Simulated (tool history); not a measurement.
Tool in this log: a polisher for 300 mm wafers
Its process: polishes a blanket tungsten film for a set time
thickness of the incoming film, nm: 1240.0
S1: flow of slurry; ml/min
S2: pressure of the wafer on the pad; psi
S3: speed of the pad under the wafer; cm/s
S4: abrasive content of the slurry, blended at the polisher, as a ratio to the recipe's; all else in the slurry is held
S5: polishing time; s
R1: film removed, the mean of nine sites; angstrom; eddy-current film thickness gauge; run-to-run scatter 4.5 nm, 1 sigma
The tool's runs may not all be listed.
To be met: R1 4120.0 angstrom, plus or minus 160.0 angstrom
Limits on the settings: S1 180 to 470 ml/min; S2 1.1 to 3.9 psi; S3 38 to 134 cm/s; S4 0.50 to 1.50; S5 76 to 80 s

run	hour	S1	S2	S3	S4	S5	R1
1	0.0	300	2.5	86	1.00	76	2100.8
2	6.4	300	2.9	88	1.00	76	2444.3
3	12.4	240	2.9	88	1.00	76	2390.1
4	15.8	205	2.9	88	1.00	76	2348.1
5	20.5	205	3.4	88	1.00	76	2709.9
6	22.2	205	3.4	88	1.00	76	2765.4
7	30.5	205	3.9	108	1.05	76	3812.0
8	32.0	205	3.9	110	1.05	76	3907.1

Exercise: of the 4 proposed moves below, exactly one satisfies all targets within the stated allowed misses. Which move is it?
A	33.5	230	3.9	104	1.30	80	?
B	33.5	245	3.8	104	0.75	80	?
C	33.5	250	3.5	106	1.10	78	?
D	33.5	230	3.5	116	1.05	77	?

move	R1
A	4111.8
B	3585.5
C	3565.4
D	3771.9
A: hits every target within its allowed miss
B: lands further from the targets than the last run did
C: lands further from the targets than the last run did
D: lands further from the targets than the last run did
Answer: A
